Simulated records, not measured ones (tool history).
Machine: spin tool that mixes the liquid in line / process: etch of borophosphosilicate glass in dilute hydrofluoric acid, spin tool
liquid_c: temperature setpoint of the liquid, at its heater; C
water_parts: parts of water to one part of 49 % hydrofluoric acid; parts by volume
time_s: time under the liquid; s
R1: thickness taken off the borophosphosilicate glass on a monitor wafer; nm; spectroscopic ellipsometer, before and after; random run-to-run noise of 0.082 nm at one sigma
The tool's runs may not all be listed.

run 1 day=0 | liquid_c=22 water_parts=155 time_s=55 | R1=14.053
run 2 day=0.117 | liquid_c=22 water_parts=155 time_s=55 | R1=14.438
run 3 day=0.475 | liquid_c=22 water_parts=155 time_s=60 | R1=15.472
run 4 day=0.7 | liquid_c=22 water_parts=185 time_s=60 | R1=12.778
run 5 day=0.925 | liquid_c=20.5 water_parts=190 time_s=60 | R1=11.671
run 6 day=1.029 | liquid_c=20.5 water_parts=135 time_s=60 | R1=17.114

Expected results for the next run?
run 7 day=1.212 | liquid_c=19.5 water_parts=155 time_s=60 | R1=?

R1: 14.361 nm
